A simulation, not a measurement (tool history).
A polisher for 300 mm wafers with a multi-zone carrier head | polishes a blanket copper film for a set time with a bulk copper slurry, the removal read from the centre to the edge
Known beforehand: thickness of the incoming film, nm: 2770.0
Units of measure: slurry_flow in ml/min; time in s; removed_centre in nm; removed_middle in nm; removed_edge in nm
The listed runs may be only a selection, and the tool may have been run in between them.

run,hour,slurry_flow,centre_zone,middle_zone,edge_zone,slurry_solids,time,removed_centre,removed_middle,removed_edge
1,0.0,160,1.00,1.00,1.00,1.00,61,461.76,489.01,478.60
2,7.5,160,1.00,1.00,1.00,1.00,72,544.16,568.90,587.91
3,11.2,160,0.97,1.00,0.97,0.85,65,469.08,501.12,488.82
4,16.7,195,0.97,1.00,0.97,0.85,65,480.80,517.13,496.33
5,17.5,190,0.93,0.99,0.95,0.75,61,428.75,468.59,444.79
6,19.9,180,0.89,0.99,0.93,0.65,58,370.02,419.33,409.46
7,21.0,180,0.88,1.00,0.90,0.60,56,356.10,411.15,387.83
8,21.8,175,0.87,1.01,0.88,0.55,54,323.94,391.70,364.04
9,27.7,175,0.88,1.01,0.86,0.55,53,327.52,382.41,355.39
10,36.0,175,0.88,1.02,0.85,0.55,53,320.22,393.61,359.24

What will run 11 give?
11,39.9,180,0.89,1.02,0.84,0.55,52,?,?,?

Run 11 gave removed_centre 319.64 nm, removed_middle 377.15 nm, removed_edge 347.00 nm.
